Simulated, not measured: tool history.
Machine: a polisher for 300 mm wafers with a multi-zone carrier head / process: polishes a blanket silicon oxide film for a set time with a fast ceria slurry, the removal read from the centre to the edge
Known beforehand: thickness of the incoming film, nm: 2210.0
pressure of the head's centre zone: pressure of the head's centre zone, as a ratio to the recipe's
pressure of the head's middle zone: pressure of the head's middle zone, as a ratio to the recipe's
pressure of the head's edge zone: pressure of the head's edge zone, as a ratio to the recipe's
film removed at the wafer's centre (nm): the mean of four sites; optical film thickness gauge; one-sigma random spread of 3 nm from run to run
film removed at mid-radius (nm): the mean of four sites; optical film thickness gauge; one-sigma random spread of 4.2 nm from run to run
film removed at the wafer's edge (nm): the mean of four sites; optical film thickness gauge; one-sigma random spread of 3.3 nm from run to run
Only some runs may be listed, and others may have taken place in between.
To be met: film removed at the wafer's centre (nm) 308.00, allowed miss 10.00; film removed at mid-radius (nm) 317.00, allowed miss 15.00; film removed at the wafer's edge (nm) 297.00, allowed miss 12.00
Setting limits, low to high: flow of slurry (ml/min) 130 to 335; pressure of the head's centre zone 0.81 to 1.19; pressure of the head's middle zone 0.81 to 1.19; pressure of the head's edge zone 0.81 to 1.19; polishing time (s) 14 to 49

run,hour,flow of slurry (ml/min),pressure of the head's centre zone,pressure of the head's middle zone,pressure of the head's edge zone,polishing time (s),film removed at the wafer's centre (nm),film removed at mid-radius (nm),film removed at the wafer's edge (nm)
1,0.0,215,1.00,1.00,1.00,31,495.10,518.10,499.41
2,2.6,215,1.00,1.03,1.00,31,501.48,529.63,487.86
3,10.6,210,1.00,1.02,0.98,28,455.75,478.94,438.01
4,18.1,205,0.99,1.00,0.96,25,399.77,415.82,396.53
5,23.2,205,0.99,1.05,0.96,25,391.50,429.88,384.91
6,29.6,200,0.99,1.03,0.94,23,363.93,392.81,351.88
7,33.8,190,0.98,1.01,0.92,22,345.12,364.87,333.62
8,38.6,165,0.93,0.95,0.82,20,289.61,307.59,283.01
9,45.3,175,0.94,0.95,0.83,20,297.38,314.36,281.78
10,51.3,170,0.94,0.92,0.89,21,311.03,320.00,319.54
11,52.6,170,0.94,0.92,0.88,21,308.65,324.13,311.34

Which single option among these 5 for the next run brings every result within its allowed miss of target? Just one does.
A,53.9,155,0.90,0.83,0.96,22,?,?,?
B,53.9,175,0.98,1.10,0.85,19,?,?,?
C,53.9,165,0.84,0.83,0.95,23,?,?,?
D,53.9,170,0.91,1.03,0.81,22,?,?,?
E,53.9,155,0.94,0.91,0.81,21,?,?,?

move,film removed at the wafer's centre (nm),film removed at mid-radius (nm),film removed at the wafer's edge (nm)
A,306.36,312.22,332.69
B,293.65,345.80,273.67
C,301.34,329.04,348.06
D,314.17,377.57,309.72
E,305.71,321.33,293.67
A: misses by more than the last run did
B: carries the result that was furthest off beyond its target, to the other side
C: misses by more than the last run did
D: misses by more than the last run did
E: every result within its allowed miss
So the answer is move E, the one that meets all the targets.

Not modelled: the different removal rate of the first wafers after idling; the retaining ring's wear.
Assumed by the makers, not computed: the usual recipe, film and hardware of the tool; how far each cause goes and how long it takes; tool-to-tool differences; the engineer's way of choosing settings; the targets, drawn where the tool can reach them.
